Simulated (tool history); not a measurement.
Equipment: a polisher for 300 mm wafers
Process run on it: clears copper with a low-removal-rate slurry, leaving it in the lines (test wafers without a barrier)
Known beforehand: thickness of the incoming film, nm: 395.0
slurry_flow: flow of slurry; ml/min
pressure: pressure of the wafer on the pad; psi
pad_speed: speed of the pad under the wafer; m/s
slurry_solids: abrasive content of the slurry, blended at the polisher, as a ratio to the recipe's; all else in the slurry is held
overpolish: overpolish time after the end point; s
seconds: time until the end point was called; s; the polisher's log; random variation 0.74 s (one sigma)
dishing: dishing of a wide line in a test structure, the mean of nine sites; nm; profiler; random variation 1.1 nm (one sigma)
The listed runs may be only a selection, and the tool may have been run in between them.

run  hour  slurry_flow  pressure  pad_speed  slurry_solids  overpolish  seconds  dishing
  1   0.0          180       3.7       0.98            1.0          23  137.900   41.934
  2   6.9          175       4.3       1.00            1.0          26  124.160   52.424
  3   8.0          185       4.8       1.04            1.0          27  107.020   59.596
  4  15.7          185       5.1       1.08            1.0          29  100.020   66.369
  5  16.7          185       5.1       1.08            1.1          29   96.447   66.237
  6  19.0          185       5.1       1.08            1.0          29  100.690   64.491
  7  20.2          185       5.3       1.12            1.0          31   93.551   72.016
  8  21.1          190       5.5       1.14            1.0          33   89.590   77.320
  9  28.1          190       5.6       1.18            1.0          34   85.778   81.768
 10  32.4          190       5.7       1.20            1.0          35   84.491   87.515

What does the tool deliver on the next run?
 11  38.9          195       5.7       1.22            1.0          35        ?        ?

{"run 11": {"seconds": 81.244, "dishing": 87.033}}

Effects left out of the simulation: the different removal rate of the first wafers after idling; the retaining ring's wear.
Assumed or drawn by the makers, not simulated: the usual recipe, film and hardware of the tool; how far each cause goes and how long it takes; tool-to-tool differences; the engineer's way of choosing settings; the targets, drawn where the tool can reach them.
